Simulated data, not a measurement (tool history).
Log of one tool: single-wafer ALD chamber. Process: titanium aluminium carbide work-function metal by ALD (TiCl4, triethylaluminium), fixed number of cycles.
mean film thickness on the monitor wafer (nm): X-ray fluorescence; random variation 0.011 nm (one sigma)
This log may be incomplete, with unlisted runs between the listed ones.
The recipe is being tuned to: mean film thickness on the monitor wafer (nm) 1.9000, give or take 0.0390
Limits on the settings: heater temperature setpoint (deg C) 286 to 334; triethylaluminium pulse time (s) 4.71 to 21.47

run	hour	heater temperature setpoint (deg C)	triethylaluminium pulse time (s)	mean film thickness on the monitor wafer (nm)
1	0.0	310	13.09	2.2129
2	5.2	310	10.73	2.1833
3	9.5	307	9.90	2.1533
4	14.0	304	9.18	2.1140
5	16.8	302	8.56	2.0425
6	25.6	301	8.43	2.0605
7	30.3	299	8.18	2.0200
8	39.2	298	8.05	1.9977
9	40.3	297	7.97	1.9892
10	46.1	296	7.89	1.9752
11	48.0	295	7.82	1.9573

Exercise: of the 4 proposed moves below, exactly one satisfies all targets within the stated allowed misses. Which move is it?
A	49.9	308	6.50	?
B	49.9	286	6.28	?
C	49.9	299	8.11	?
D	49.9	286	9.08	?

move	mean film thickness on the monitor wafer (nm)
A	2.0108
B	1.7845
C	2.0131
D	1.9155
A: misses by more than the last run did
B: carries the result that was furthest off beyond its target, to the other side
C: misses by more than the last run did
D: all results land within tolerance of their targets
D is the move that brings every result within its allowed miss.
